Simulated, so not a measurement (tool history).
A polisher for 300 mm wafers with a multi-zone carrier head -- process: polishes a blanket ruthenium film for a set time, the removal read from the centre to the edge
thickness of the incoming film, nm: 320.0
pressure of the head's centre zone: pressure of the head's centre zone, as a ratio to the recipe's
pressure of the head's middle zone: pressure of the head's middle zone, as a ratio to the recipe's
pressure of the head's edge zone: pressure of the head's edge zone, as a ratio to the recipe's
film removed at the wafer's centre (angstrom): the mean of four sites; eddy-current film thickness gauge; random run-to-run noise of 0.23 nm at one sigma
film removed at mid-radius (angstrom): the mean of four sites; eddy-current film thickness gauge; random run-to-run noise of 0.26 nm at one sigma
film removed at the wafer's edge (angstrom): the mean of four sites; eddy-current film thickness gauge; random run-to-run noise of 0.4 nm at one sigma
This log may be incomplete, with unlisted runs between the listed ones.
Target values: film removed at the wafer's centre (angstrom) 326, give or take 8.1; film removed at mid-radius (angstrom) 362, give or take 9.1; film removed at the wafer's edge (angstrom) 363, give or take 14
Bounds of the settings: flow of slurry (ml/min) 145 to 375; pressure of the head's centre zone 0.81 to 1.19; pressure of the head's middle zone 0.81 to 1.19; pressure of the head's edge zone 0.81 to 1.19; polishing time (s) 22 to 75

run	day	flow of slurry (ml/min)	pressure of the head's centre zone	pressure of the head's middle zone	pressure of the head's edge zone	polishing time (s)	film removed at the wafer's centre (angstrom)	film removed at mid-radius (angstrom)	film removed at the wafer's edge (angstrom)
1	0	240	1	1	1	48	475.92	486.73	500.31
2	0.342	295	1	1	1	48	486.7	503.07	504.74
3	0.554	295	1	1	1	59	598.1	610.2	630.77
4	0.754	295	1	1.07	1	59	603.64	647.53	630.89
5	1.1	295	0.99	1.05	0.99	57	570.6	618.79	606.71
6	1.246	295	0.99	1.05	0.99	65	657.34	715.24	690.87
7	1.3	295	0.99	1.05	0.99	65	660.72	702.61	683.41
8	1.667	285	0.98	1.03	0.97	62	619.87	660.28	644.24
9	1.962	265	0.88	0.93	0.91	48	425.42	468.67	491.61
10	2.104	265	0.88	0.93	0.9	47	414.71	459.28	475.17
11	2.388	265	0.88	0.93	0.89	46	411.33	446.76	457.67
12	2.7	260	0.87	0.93	0.88	45	392.95	440.12	447.69
13	2.733	255	0.87	0.93	0.87	44	386.62	430.15	427.71
14	2.95	250	0.87	0.92	0.86	43	374.88	415.9	421.93

Which one of the following 4 next-run settings gets every result inside its allowed miss? There is exactly one.
A	3.167	280	0.87	0.92	0.85	37	?	?	?
B	3.167	265	0.89	0.86	0.83	39	?	?	?
C	3.167	290	1.1	1.03	0.81	35	?	?	?
D	3.167	295	1.13	0.93	0.81	37	?	?	?

move	film removed at the wafer's centre (angstrom)	film removed at mid-radius (angstrom)	film removed at the wafer's edge (angstrom)
A	327.57	356.77	359.59
B	350.66	353.34	373.52
C	394.48	372.1	333.49
D	429.03	361.58	353.51
A: each result inside its tolerance
B: nearer the targets than the last run, but a result is still out of spec
C: further off than the last run
D: further off than the last run
The right move is A.

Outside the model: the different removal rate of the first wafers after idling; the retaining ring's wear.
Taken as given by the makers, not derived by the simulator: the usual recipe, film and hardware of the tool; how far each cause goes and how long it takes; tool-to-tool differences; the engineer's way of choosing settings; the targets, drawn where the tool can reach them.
